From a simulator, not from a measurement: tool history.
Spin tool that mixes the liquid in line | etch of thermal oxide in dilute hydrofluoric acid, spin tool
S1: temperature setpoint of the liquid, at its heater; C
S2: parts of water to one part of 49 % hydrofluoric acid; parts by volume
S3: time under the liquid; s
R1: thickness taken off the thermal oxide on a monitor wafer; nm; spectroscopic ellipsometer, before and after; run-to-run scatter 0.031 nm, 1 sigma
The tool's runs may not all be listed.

run	hour	S1	S2	S3	R1
1	0.0	23.0	160	95	2.6130
2	0.8	20.5	160	95	2.3952
3	3.3	20.5	215	95	1.6719
4	5.6	20.5	215	75	1.3253
5	7.2	22.0	190	75	1.6310
6	11.8	23.0	165	75	2.0021
7	12.6	24.0	145	75	2.4282

What will run 8 give?
8	15.4	28.0	80	75	?

For run 8 the tool returned R1 5.5114 nm.
